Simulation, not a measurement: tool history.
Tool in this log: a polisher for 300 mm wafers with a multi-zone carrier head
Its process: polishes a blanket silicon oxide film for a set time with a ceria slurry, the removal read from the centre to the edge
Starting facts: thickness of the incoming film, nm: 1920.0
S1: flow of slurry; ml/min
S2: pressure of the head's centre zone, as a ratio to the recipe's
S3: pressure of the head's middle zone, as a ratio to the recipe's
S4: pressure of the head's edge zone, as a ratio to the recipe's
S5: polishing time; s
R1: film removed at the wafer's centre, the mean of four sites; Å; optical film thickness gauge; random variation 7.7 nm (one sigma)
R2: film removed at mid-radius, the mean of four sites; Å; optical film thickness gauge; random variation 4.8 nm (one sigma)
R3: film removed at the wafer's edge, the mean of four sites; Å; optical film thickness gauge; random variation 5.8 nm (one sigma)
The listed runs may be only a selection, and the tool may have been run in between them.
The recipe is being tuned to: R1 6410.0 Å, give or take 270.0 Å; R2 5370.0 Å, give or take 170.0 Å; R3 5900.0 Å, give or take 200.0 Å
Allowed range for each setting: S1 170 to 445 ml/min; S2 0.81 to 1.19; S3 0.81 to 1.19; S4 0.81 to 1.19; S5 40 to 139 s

run 1 hour=0.0 | S1=285 S2=1.00 S3=1.00 S4=1.00 S5=89 | R1=4398.1 R2=4494.6 R3=4387.1
run 2 hour=0.7 | S1=290 S2=1.02 S3=0.99 S4=1.02 S5=91 | R1=4705.0 R2=4537.8 R3=4425.5
run 3 hour=9.5 | S1=285 S2=1.02 S3=0.97 S4=1.03 S5=94 | R1=4869.2 R2=4566.3 R3=4533.2
run 4 hour=10.3 | S1=285 S2=1.02 S3=0.97 S4=0.97 S5=94 | R1=4892.0 R2=4625.0 R3=4502.3
run 5 hour=15.4 | S1=285 S2=1.10 S3=0.97 S4=0.97 S5=94 | R1=5145.2 R2=4643.7 R3=4440.0
run 6 hour=18.1 | S1=285 S2=1.18 S3=0.97 S4=0.97 S5=94 | R1=5539.9 R2=4662.4 R3=4516.2
run 7 hour=26.3 | S1=295 S2=1.16 S3=0.95 S4=1.07 S5=111 | R1=6250.5 R2=5402.6 R3=5467.0
run 8 hour=28.5 | S1=295 S2=1.16 S3=0.95 S4=1.07 S5=111 | R1=6287.5 R2=5429.5 R3=5517.5

Which of these 5 next moves meets every target?
run A hour=30.7 | S1=225 S2=1.19 S3=1.04 S4=1.06 S5=112 | R1=? R2=? R3=?
run B hour=30.7 | S1=285 S2=1.13 S3=0.90 S4=1.14 S5=116 | R1=? R2=? R3=?
run C hour=30.7 | S1=355 S2=1.18 S3=1.00 S4=1.02 S5=105 | R1=? R2=? R3=?
run D hour=30.7 | S1=250 S2=1.11 S3=0.96 S4=1.11 S5=118 | R1=? R2=? R3=?
run E hour=30.7 | S1=350 S2=1.18 S3=0.95 S4=1.01 S5=108 | R1=? R2=? R3=?

move=A R1=6386.7 R2=5713.5 R3=5433.1
move=B R1=6537.5 R2=5405.5 R3=5918.2
move=C R1=6298.8 R2=5461.4 R3=5236.2
move=D R1=6436.0 R2=5711.8 R3=5887.2
move=E R1=6467.6 R2=5373.6 R3=5366.7
A: misses by more than the last run did
B: all results in spec
C: misses by more than the last run did
D: meets the target for the result that was furthest off, but another lies outside its allowed miss
E: misses by more than the last run did
B is the move that brings every result within its allowed miss.
